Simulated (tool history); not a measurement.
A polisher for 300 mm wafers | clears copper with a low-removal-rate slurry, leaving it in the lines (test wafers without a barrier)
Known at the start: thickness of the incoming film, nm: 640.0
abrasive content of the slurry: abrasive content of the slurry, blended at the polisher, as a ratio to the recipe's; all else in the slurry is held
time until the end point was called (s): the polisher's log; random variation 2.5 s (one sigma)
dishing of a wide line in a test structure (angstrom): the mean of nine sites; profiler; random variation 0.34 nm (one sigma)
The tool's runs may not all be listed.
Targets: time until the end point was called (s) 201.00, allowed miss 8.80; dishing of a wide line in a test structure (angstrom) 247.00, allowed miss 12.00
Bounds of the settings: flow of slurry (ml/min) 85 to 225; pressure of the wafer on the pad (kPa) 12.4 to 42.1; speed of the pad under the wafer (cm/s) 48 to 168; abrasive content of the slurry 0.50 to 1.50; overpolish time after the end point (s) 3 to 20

run  hour  flow of slurry (ml/min)  pressure of the wafer on the pad (kPa)  speed of the pad under the wafer (cm/s)  abrasive content of the slurry  overpolish time after the end point (s)  time until the end point was called (s)  dishing of a wide line in a test structure (angstrom)
  1   0.0                      145                                    26.9                                      108                            1.00                                       10                                   148.73                                                 257.93
  2   7.8                      145                                    31.0                                      108                            1.00                                       10                                   130.42                                                 285.02
  3  14.3                      145                                    31.0                                      108                            0.80                                       10                                   134.47                                                 282.60
  4  23.4                      140                                    29.6                                      108                            0.80                                       10                                   142.92                                                 262.73
  5  30.8                      135                                    28.3                                      108                            0.80                                       10                                   152.29                                                 251.27
  6  36.8                      130                                    27.6                                      108                            0.80                                       10                                   157.12                                                 247.65
  7  42.3                      125                                    26.9                                      108                            0.80                                       10                                   161.84                                                 241.45
     50.6  -- slurry nozzle cleaned
  8  50.6                      125                                    26.2                                      108                            0.80                                       10                                   151.23                                                 250.90

4 next moves are on the table. One of them brings every result within its allowed miss. Which?
  A  58.9                      140                                    24.8                                       98                            0.70                                       10                                        ?                                                      ?
  B  58.9                      120                                    20.0                                      106                            0.90                                       13                                        ?                                                      ?
  C  58.9                      100                                    27.6                                       66                            0.80                                       16                                        ?                                                      ?
  D  58.9                      160                                    19.3                                       92                            0.85                                       13                                        ?                                                      ?

move  time until the end point was called (s)  dishing of a wide line in a test structure (angstrom)
   A                                   180.84                                                 217.03
   B                                   201.70                                                 244.91
   C                                   251.56                                                 244.66
   D                                   228.40                                                 220.75
A: nearer than the last run, and not there yet
B: meets every target
C: takes the result that was furthest off past its target
D: takes the result that was furthest off past its target
Answer: B

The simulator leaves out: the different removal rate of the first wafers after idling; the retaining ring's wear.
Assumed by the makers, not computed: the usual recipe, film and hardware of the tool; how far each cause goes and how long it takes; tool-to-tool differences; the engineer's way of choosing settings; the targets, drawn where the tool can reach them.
